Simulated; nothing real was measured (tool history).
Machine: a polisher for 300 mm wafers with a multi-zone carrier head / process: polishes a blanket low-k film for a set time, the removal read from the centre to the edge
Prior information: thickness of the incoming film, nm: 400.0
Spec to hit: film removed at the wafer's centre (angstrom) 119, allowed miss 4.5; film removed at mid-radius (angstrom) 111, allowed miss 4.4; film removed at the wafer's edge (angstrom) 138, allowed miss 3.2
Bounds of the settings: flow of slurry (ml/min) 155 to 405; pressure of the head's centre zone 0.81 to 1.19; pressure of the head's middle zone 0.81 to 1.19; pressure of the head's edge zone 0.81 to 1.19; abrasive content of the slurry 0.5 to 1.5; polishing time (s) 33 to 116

run  hour  flow of slurry (ml/min)  pressure of the head's centre zone  pressure of the head's middle zone  pressure of the head's edge zone  abrasive content of the slurry  polishing time (s)  film removed at the wafer's centre (angstrom)  film removed at mid-radius (angstrom)  film removed at the wafer's edge (angstrom)
  1     0                      260                                   1                                   1                                 1                               1                  74                                         213.66                                 215.22                                          213
  2   3.3                      245                                0.97                                0.94                              1.02                            0.85                  69                                         173.57                                 173.17                                       181.97
  3  10.9                      230                                0.96                                 0.9                              1.05                            0.75                  67                                         152.36                                 145.77                                       161.27
  4  19.2                      215                                0.94                                0.87                              1.07                             0.7                  67                                         135.94                                 135.23                                       155.72
  5    22                      215                                1.02                                0.87                              1.07                             0.7                  67                                         150.27                                  136.3                                       157.22
  6  28.6                      240                                1.02                                0.87                              1.07                             0.7                  67                                         153.94                                 134.84                                       157.73
  7  31.1                      240                                0.99                                0.86                              1.08                            0.65                  67                                         142.38                                 127.74                                       151.14
  8  34.3                      205                                 0.9                                0.81                              1.09                            0.55                  67                                         108.53                                 104.05                                       127.87
  9  37.1                      225                                0.91                                0.82                              1.11                            0.55                  67                                         109.93                                 106.53                                       130.08
 10  44.4                      225                                0.93                                0.82                              1.12                            0.55                  67                                         116.34                                 106.39                                       131.66
 11  48.9                      220                                0.93                                0.83                              1.13                            0.55                  67                                         114.04                                 107.18                                       130.76
 12  56.8                      270                                0.94                                0.83                              1.19                             0.6                  67                                         125.75                                 117.94                                       151.61
 13  64.6                      250                                0.94                                0.83                              1.18                             0.6                  67                                          126.1                                 117.87                                       147.94
 14  72.4                      230                                0.94                                0.82                              1.17                             0.6                  67                                         122.76                                 112.64                                        145.5
 15  76.8                      230                                0.94                                0.82                              1.17                             0.6                  67                                         124.95                                 114.31                                       146.18
 16  85.7                      220                                0.93                                0.82                              1.15                             0.6                  67                                         124.52                                 112.83                                       143.65

Of the 5 settings listed for the next run, only one would bring every result within its allowed miss of target. Which one?
  A  94.6                      305                                0.92                                0.81                              1.14                             0.5                  75                                              ?                                      ?                                            ?
  B  94.6                      205                                0.82                                0.81                              1.11                             0.5                  87                                              ?                                      ?                                            ?
  C  94.6                      190                                1.04                                0.86                              1.19                            0.55                  70                                              ?                                      ?                                            ?
  D  94.6                      205                                0.98                                0.81                              1.19                             0.6                  68                                              ?                                      ?                                            ?
  E  94.6                      245                                0.91                                0.84                              1.19                             0.5                  79                                              ?                                      ?                                            ?

move  film removed at the wafer's centre (angstrom)  film removed at mid-radius (angstrom)  film removed at the wafer's edge (angstrom)
   A                                         119.45                                 109.33                                       138.16
   B                                          116.5                                 120.54                                       152.11
   C                                         128.78                                 110.07                                       137.68
   D                                          129.1                                 111.49                                       145.96
   E                                         121.01                                 115.64                                       145.91
A: every result within its allowed miss
B: lands further from the targets than the last run did
C: meets the target for the result that was furthest off, but another lies outside its allowed miss
D: lands further from the targets than the last run did
E: lands further from the targets than the last run did
Move A is the one to make.
